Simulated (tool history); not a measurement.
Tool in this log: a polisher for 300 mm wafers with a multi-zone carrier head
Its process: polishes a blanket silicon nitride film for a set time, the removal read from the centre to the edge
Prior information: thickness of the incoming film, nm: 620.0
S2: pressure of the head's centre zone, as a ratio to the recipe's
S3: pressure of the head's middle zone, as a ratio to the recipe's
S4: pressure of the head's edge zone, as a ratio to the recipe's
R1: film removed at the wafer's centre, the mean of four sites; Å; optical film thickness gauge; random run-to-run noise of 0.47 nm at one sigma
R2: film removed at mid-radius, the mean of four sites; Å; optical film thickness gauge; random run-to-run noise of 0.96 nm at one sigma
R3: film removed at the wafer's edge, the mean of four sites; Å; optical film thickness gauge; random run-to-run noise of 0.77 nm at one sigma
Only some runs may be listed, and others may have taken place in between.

run 1 day=0.000 | flow_of_slurry_(ml/min)=150 S2=1.00 S3=1.00 S4=1.00 polishing_time_(s)=32 | R1=534.72 R2=581.90 R3=562.17
run 2 day=0.138 | flow_of_slurry_(ml/min)=160 S2=1.00 S3=1.00 S4=1.00 polishing_time_(s)=32 | R1=555.74 R2=589.72 R3=559.83
run 3 day=0.488 | flow_of_slurry_(ml/min)=185 S2=1.00 S3=1.00 S4=1.00 polishing_time_(s)=32 | R1=562.01 R2=603.25 R3=573.86
run 4 day=0.600 | flow_of_slurry_(ml/min)=185 S2=0.92 S3=1.00 S4=1.00 polishing_time_(s)=32 | R1=519.49 R2=590.76 R3=582.61
run 5 day=0.629 | flow_of_slurry_(ml/min)=185 S2=0.99 S3=1.00 S4=1.00 polishing_time_(s)=32 | R1=556.32 R2=611.37 R3=588.90
run 6 day=0.746 | flow_of_slurry_(ml/min)=185 S2=0.99 S3=1.00 S4=1.00 polishing_time_(s)=36 | R1=627.89 R2=673.48 R3=659.67
run 7 day=0.996 | flow_of_slurry_(ml/min)=185 S2=1.00 S3=0.99 S4=1.01 polishing_time_(s)=36 | R1=637.88 R2=654.99 R3=657.87

Estimate the outcome of run 8 from the log above:
-- day=1.196 centre zone pressure recalibrated
run 8 day=1.196 | flow_of_slurry_(ml/min)=185 S2=1.00 S3=0.99 S4=1.02 polishing_time_(s)=36 | R1=? R2=? R3=?

{"run 8": {"R1": 667.68, "R2": 668.63, "R3": 673.94}}
